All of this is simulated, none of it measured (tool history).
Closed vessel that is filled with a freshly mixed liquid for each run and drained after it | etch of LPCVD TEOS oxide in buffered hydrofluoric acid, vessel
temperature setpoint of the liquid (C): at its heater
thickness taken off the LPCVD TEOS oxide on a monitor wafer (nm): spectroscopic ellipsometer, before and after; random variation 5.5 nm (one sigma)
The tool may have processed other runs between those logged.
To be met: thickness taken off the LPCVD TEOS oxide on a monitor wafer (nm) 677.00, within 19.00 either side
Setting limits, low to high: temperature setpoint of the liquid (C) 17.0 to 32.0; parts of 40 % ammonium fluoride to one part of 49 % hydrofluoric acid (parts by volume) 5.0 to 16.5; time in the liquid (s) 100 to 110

run  hour  temperature setpoint of the liquid (C)  parts of 40 % ammonium fluoride to one part of 49 % hydrofluoric acid (parts by volume)  time in the liquid (s)  thickness taken off the LPCVD TEOS oxide on a monitor wafer (nm)
  1   0.0                                    25.0                                                                                     10.0                     100                                                            285.62
  2   3.9                                    25.0                                                                                     10.0                     100                                                            286.87
  3   7.2                                    27.5                                                                                     10.0                     100                                                            328.89
  4  12.3                                    28.0                                                                                      9.5                     100                                                            344.30
  5  20.6                                    25.0                                                                                      9.5                     100                                                            295.58
  6  24.1                                    25.0                                                                                      9.5                     110                                                            325.17
  7  26.1                                    26.0                                                                                      9.0                     110                                                            350.37
  8  28.5                                    26.5                                                                                      8.5                     110                                                            384.21
  9  34.5                                    27.0                                                                                      8.0                     110                                                            415.84

Pick the move, out of 4, that brings all results within their allowed miss; only one does.
  A  40.5                                    26.0                                                                                      9.0                     100                                                                 ?
  B  40.5                                    29.0                                                                                      5.5                     110                                                                 ?
  C  40.5                                    28.5                                                                                      7.0                     110                                                                 ?
  D  40.5                                    31.0                                                                                      7.5                     110                                                                 ?

move  thickness taken off the LPCVD TEOS oxide on a monitor wafer (nm)
   A                                                            323.57
   B                                                            673.97
   C                                                            533.70
   D                                                            564.86
A: further off than the last run
B: each result inside its tolerance
C: an improvement on the last run, though not all results are within tolerance
D: an improvement on the last run, though not all results are within tolerance
The move that meets every target is B.

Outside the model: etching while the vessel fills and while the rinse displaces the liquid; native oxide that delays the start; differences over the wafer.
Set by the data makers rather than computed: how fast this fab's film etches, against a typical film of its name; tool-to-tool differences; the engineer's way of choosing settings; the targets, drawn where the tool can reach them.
